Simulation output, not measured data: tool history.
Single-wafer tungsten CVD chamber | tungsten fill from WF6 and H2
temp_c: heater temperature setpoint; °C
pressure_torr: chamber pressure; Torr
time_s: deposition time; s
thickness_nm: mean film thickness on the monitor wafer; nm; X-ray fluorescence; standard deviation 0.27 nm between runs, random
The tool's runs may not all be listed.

run	hour	temp_c	pressure_torr	time_s	thickness_nm
1	0.0	390	35.5	31.2	76.818
2	6.7	390	38.7	31.2	80.463
3	13.7	390	38.7	31.2	80.055
4	19.4	393	38.8	31.2	84.727
5	22.6	393	33.6	31.2	79.618
6	26.7	396	33.7	31.2	83.924

Estimate the outcome of run 7 from the log above:
7	28.5	399	33.8	31.2	?

thickness_nm: 88.849 nm
